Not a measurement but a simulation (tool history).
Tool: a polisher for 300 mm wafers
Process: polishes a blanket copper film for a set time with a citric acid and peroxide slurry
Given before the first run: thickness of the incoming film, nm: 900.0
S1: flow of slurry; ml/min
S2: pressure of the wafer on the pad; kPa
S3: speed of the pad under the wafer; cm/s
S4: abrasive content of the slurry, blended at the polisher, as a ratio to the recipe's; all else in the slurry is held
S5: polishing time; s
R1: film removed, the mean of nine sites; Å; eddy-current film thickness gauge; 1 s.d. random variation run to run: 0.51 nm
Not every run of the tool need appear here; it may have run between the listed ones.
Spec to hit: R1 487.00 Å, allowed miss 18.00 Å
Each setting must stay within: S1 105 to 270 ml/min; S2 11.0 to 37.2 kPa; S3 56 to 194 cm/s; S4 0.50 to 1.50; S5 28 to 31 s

Run 1, hour 0.0: S1 175 ml/min, S2 24.1 kPa, S3 124 cm/s, S4 1.00, S5 31 s. Result: R1 1020.20 Å.
Run 2, hour 7.3: S1 175 ml/min, S2 21.4 kPa, S3 118 cm/s, S4 1.00, S5 31 s. Result: R1 873.83 Å.
Run 3, hour 8.6: S1 175 ml/min, S2 21.4 kPa, S3 118 cm/s, S4 0.85, S5 31 s. Result: R1 837.17 Å.
Run 4, hour 15.6: S1 175 ml/min, S2 17.9 kPa, S3 118 cm/s, S4 0.85, S5 31 s. Result: R1 714.95 Å.
Run 5, hour 20.4: S1 175 ml/min, S2 16.5 kPa, S3 116 cm/s, S4 0.85, S5 31 s. Result: R1 656.29 Å.
Run 6, hour 24.3: S1 175 ml/min, S2 15.2 kPa, S3 114 cm/s, S4 0.85, S5 31 s. Result: R1 617.03 Å.
Run 7, hour 26.3: S1 175 ml/min, S2 14.5 kPa, S3 112 cm/s, S4 0.85, S5 31 s. Result: R1 569.08 Å.
Run 8, hour 31.8: S1 175 ml/min, S2 13.8 kPa, S3 112 cm/s, S4 0.85, S5 31 s. Result: R1 548.53 Å.
Run 9, hour 36.4: S1 175 ml/min, S2 13.1 kPa, S3 112 cm/s, S4 0.85, S5 31 s. Result: R1 515.08 Å.

Consider the 5 candidate settings below. Which is the only one whose results all fall within their allowed miss of target?
Run A, hour 41.0: S1 145 ml/min, S2 15.9 kPa, S3 94 cm/s, S4 1.20, S5 31 s. Result: R1 ?.
Run B, hour 41.0: S1 185 ml/min, S2 14.5 kPa, S3 100 cm/s, S4 0.95, S5 31 s. Result: R1 ?.
Run C, hour 41.0: S1 215 ml/min, S2 13.8 kPa, S3 118 cm/s, S4 0.85, S5 30 s. Result: R1 ?.
Run D, hour 41.0: S1 175 ml/min, S2 15.9 kPa, S3 100 cm/s, S4 0.90, S5 31 s. Result: R1 ?.
Run E, hour 41.0: S1 185 ml/min, S2 12.4 kPa, S3 110 cm/s, S4 0.85, S5 30 s. Result: R1 ?.

move      R1
   A  551.85
   B  524.10
   C  562.15
   D  554.03
   E  474.15
A: its largest miss is bigger than the last run's
B: its largest miss is bigger than the last run's
C: its largest miss is bigger than the last run's
D: its largest miss is bigger than the last run's
E: meets every target
E is the move that brings every result within its allowed miss.
